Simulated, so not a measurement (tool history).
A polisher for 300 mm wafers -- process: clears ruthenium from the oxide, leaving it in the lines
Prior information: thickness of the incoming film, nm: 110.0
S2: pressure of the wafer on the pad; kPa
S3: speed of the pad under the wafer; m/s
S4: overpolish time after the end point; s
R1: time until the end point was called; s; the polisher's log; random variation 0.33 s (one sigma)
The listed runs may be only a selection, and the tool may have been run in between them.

run 1 hour=0.0 | flow_of_slurry_(ml/min)=215 S2=18.6 S3=1.06 S4=9 | R1=57.904
run 2 hour=3.1 | flow_of_slurry_(ml/min)=215 S2=18.6 S3=1.28 S4=9 | R1=48.042
run 3 hour=6.7 | flow_of_slurry_(ml/min)=215 S2=15.9 S3=1.28 S4=9 | R1=56.323
run 4 hour=10.1 | flow_of_slurry_(ml/min)=215 S2=14.5 S3=1.28 S4=9 | R1=60.473
run 5 hour=14.7 | flow_of_slurry_(ml/min)=215 S2=15.9 S3=1.28 S4=9 | R1=55.863
run 6 hour=16.6 | flow_of_slurry_(ml/min)=215 S2=17.2 S3=1.28 S4=9 | R1=51.587
run 7 hour=19.1 | flow_of_slurry_(ml/min)=215 S2=17.9 S3=1.28 S4=9 | R1=48.673
run 8 hour=23.7 | flow_of_slurry_(ml/min)=215 S2=18.6 S3=1.28 S4=9 | R1=48.006
run 9 hour=26.2 | flow_of_slurry_(ml/min)=215 S2=19.3 S3=1.28 S4=9 | R1=46.414

Predict the results of run 10:
run 10 hour=27.3 | flow_of_slurry_(ml/min)=215 S2=20.0 S3=1.28 S4=9 | R1=?

Run 10 came out at R1 44.862 s.

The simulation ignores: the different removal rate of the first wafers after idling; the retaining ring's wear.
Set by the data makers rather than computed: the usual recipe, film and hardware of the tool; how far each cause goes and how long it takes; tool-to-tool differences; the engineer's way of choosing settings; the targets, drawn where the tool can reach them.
